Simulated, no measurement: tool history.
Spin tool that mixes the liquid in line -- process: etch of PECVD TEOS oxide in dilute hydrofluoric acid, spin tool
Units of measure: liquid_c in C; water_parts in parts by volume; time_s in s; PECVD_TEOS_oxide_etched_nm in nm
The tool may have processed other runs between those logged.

Run 1, hour 0.0: liquid_c 22.0 C, water_parts 65 parts by volume, time_s 90 s. Result: PECVD_TEOS_oxide_etched_nm 29.342 nm.
Run 2, hour 1.7: liquid_c 22.0 C, water_parts 65 parts by volume, time_s 90 s. Result: PECVD_TEOS_oxide_etched_nm 29.156 nm.
Run 3, hour 10.4: liquid_c 22.0 C, water_parts 55 parts by volume, time_s 90 s. Result: PECVD_TEOS_oxide_etched_nm 35.220 nm.
Run 4, hour 15.1: liquid_c 25.5 C, water_parts 55 parts by volume, time_s 90 s. Result: PECVD_TEOS_oxide_etched_nm 39.962 nm.
Run 5, hour 23.3: liquid_c 25.5 C, water_parts 40 parts by volume, time_s 90 s. Result: PECVD_TEOS_oxide_etched_nm 56.173 nm.
Run 6, hour 28.8: liquid_c 23.5 C, water_parts 50 parts by volume, time_s 90 s. Result: PECVD_TEOS_oxide_etched_nm 40.667 nm.
Run 7, hour 35.8: liquid_c 23.5 C, water_parts 50 parts by volume, time_s 90 s. Result: PECVD_TEOS_oxide_etched_nm 40.796 nm.
Run 8, hour 41.8: liquid_c 22.0 C, water_parts 60 parts by volume, time_s 90 s. Result: PECVD_TEOS_oxide_etched_nm 31.814 nm.
Run 9, hour 43.7: liquid_c 20.5 C, water_parts 65 parts by volume, time_s 90 s. Result: PECVD_TEOS_oxide_etched_nm 27.645 nm.

Expected results for the next run?
Run 10, hour 46.9: liquid_c 19.5 C, water_parts 70 parts by volume, time_s 90 s. Result: PECVD_TEOS_oxide_etched_nm ?.

Run 10 produced PECVD_TEOS_oxide_etched_nm 24.371 nm.
